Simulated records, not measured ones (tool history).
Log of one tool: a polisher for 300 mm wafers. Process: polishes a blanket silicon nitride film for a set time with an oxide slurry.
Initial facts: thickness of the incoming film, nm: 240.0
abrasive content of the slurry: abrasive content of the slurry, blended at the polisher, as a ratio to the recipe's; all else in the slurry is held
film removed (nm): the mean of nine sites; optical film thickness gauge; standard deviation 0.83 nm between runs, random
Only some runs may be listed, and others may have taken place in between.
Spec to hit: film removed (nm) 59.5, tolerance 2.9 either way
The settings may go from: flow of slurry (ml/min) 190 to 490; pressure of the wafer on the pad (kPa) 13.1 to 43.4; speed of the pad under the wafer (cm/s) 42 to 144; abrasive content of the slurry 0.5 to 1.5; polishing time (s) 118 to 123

run	day	flow of slurry (ml/min)	pressure of the wafer on the pad (kPa)	speed of the pad under the wafer (cm/s)	abrasive content of the slurry	polishing time (s)	film removed (nm)
1	0	315	28.3	92	1	118	77.693
2	0.217	315	27.6	92	1	118	78.74
3	0.333	315	26.9	92	1	118	75.512
4	0.525	315	26.9	92	1.15	118	82
5	0.738	315	26.2	92	1.15	118	77.738
6	0.821	315	25.5	92	1.15	118	76.038
7	0.988	315	24.8	92	1.15	118	74.06
8	1.021	315	24.1	92	1.15	118	72.914
9	1.121	315	23.4	92	1.15	118	69.683
10	1.304	315	22.8	92	1.15	118	67.892
11	1.679	315	20.7	92	1.15	118	63.202

Pick the move, out of 4, that brings all results within their allowed miss; only one does.
A	2.054	410	22.8	76	1.15	118	?
B	2.054	230	20	80	1.25	118	?
C	2.054	265	18.6	120	1.05	118	?
D	2.054	340	20	80	1.05	118	?

move	film removed (nm)
A	58.92
B	53.65
C	64.519
D	51.054
A: every result within its allowed miss
B: pushes the last run's worst result past its target
C: further off than the last run
D: pushes the last run's worst result past its target
Go with A: it meets all targets.

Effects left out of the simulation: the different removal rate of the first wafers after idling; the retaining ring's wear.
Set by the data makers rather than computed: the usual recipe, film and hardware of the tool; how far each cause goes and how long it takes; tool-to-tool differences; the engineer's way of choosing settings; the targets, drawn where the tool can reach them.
